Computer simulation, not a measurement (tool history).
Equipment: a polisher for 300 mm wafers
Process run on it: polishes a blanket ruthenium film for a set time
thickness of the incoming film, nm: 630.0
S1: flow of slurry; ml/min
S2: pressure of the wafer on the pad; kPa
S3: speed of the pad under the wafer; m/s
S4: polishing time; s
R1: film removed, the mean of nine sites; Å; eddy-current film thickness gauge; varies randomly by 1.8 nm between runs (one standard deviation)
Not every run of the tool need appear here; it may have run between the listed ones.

{"run": 1, "day": 0.0, "S1": 135, "S2": 15.2, "S3": 1.26, "S4": 49, "R1": 741.24}
{"run": 2, "day": 0.346, "S1": 135, "S2": 17.2, "S3": 1.28, "S4": 49, "R1": 823}
{"run": 3, "day": 0.375, "S1": 135, "S2": 19.3, "S3": 1.3, "S4": 49, "R1": 948.65}
{"run": 4, "day": 0.525, "S1": 135, "S2": 19.3, "S3": 1.14, "S4": 49, "R1": 847.5}
{"run": 5, "day": 0.658, "S1": 135, "S2": 20.7, "S3": 1.18, "S4": 49, "R1": 910.04}
{"run": 6, "day": 1.008, "S1": 135, "S2": 20.7, "S3": 0.94, "S4": 49, "R1": 814.75}
{"run": 7, "day": 1.033, "S1": 140, "S2": 24.1, "S3": 1.3, "S4": 50, "R1": 1158.9}
{"run": 8, "day": 1.217, "S1": 140, "S2": 24.1, "S3": 1.34, "S4": 50, "R1": 1167.4}

For run 9, what comes out?
{"run": 9, "day": 1.383, "S1": 140, "S2": 24.1, "S3": 1.34, "S4": 50, "R1": "?"}

For run 9 the tool returned R1 1170.9 Å.
